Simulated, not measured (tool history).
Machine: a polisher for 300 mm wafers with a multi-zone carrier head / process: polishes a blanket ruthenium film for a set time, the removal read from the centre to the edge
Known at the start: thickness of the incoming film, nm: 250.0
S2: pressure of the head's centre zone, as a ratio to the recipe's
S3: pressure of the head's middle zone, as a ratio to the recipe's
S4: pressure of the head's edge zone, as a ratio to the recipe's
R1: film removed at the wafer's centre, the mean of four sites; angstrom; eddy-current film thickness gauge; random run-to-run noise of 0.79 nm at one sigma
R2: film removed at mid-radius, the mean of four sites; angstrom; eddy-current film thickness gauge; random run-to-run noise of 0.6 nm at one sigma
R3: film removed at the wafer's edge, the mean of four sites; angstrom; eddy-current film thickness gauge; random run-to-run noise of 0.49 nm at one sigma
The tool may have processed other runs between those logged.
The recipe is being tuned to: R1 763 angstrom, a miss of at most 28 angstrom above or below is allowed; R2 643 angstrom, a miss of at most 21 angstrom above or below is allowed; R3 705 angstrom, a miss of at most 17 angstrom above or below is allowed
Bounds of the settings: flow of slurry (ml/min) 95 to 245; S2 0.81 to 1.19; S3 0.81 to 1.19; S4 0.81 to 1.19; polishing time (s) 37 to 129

{"run": 1, "day": 0.0, "flow of slurry (ml/min)": 155, "S2": 1, "S3": 1, "S4": 1, "polishing time (s)": 83, "R1": 532.57, "R2": 527.95, "R3": 527.08}
{"run": 2, "day": 0.038, "flow of slurry (ml/min)": 135, "S2": 1, "S3": 1, "S4": 1, "polishing time (s)": 83, "R1": 500.25, "R2": 497.37, "R3": 520.55}
{"run": 3, "day": 0.329, "flow of slurry (ml/min)": 145, "S2": 1.02, "S3": 0.99, "S4": 1.03, "polishing time (s)": 86, "R1": 540.1, "R2": 533.52, "R3": 548.79}
{"run": 4, "day": 0.383, "flow of slurry (ml/min)": 145, "S2": 1.02, "S3": 0.99, "S4": 1.03, "polishing time (s)": 67, "R1": 413.61, "R2": 414.97, "R3": 427.58}
{"run": 5, "day": 0.662, "flow of slurry (ml/min)": 150, "S2": 1.04, "S3": 0.97, "S4": 1.05, "polishing time (s)": 74, "R1": 480.4, "R2": 460.96, "R3": 486.16}
{"run": 6, "day": 1.038, "flow of slurry (ml/min)": 150, "S2": 1.04, "S3": 0.97, "S4": 1.05, "polishing time (s)": 87, "R1": 575.67, "R2": 522.75, "R3": 567.99}
{"run": 7, "day": 1.342, "flow of slurry (ml/min)": 195, "S2": 1.13, "S3": 1.04, "S4": 1.15, "polishing time (s)": 97, "R1": 736.98, "R2": 670.88, "R3": 677.31}
{"run": 8, "day": 1.65, "flow of slurry (ml/min)": 195, "S2": 1.13, "S3": 1.03, "S4": 1.16, "polishing time (s)": 97, "R1": 739.26, "R2": 668.68, "R3": 697.66}

5 candidate next runs follow, results not yet known. Just one meets every target within its allowed miss. Identify it.
{"run": "A", "day": 1.958, "flow of slurry (ml/min)": 180, "S2": 1.05, "S3": 0.96, "S4": 1.13, "polishing time (s)": 100, "R1": "?", "R2": "?", "R3": "?"}
{"run": "B", "day": 1.958, "flow of slurry (ml/min)": 195, "S2": 1.16, "S3": 0.99, "S4": 1.18, "polishing time (s)": 97, "R1": "?", "R2": "?", "R3": "?"}
{"run": "C", "day": 1.958, "flow of slurry (ml/min)": 235, "S2": 1.09, "S3": 1.04, "S4": 1.19, "polishing time (s)": 93, "R1": "?", "R2": "?", "R3": "?"}
{"run": "D", "day": 1.958, "flow of slurry (ml/min)": 200, "S2": 1.14, "S3": 1.01, "S4": 1.14, "polishing time (s)": 102, "R1": "?", "R2": "?", "R3": "?"}
{"run": "E", "day": 1.958, "flow of slurry (ml/min)": 195, "S2": 1.08, "S3": 1.03, "S4": 1.18, "polishing time (s)": 100, "R1": "?", "R2": "?", "R3": "?"}

move=A R1=688.52 R2=630.05 R3=701.23
move=B R1=752.87 R2=637.49 R3=703.82
move=C R1=704.9 R2=659.64 R3=694.38
move=D R1=782.52 R2=685.35 R3=729.44
move=E R1=722.47 R2=679.88 R3=725.2
A: brings the last run's worst result on target, with another outside its allowed miss
B: each result inside its tolerance
C: brings the last run's worst result on target, with another outside its allowed miss
D: further off than the last run
E: further off than the last run
Answer: B
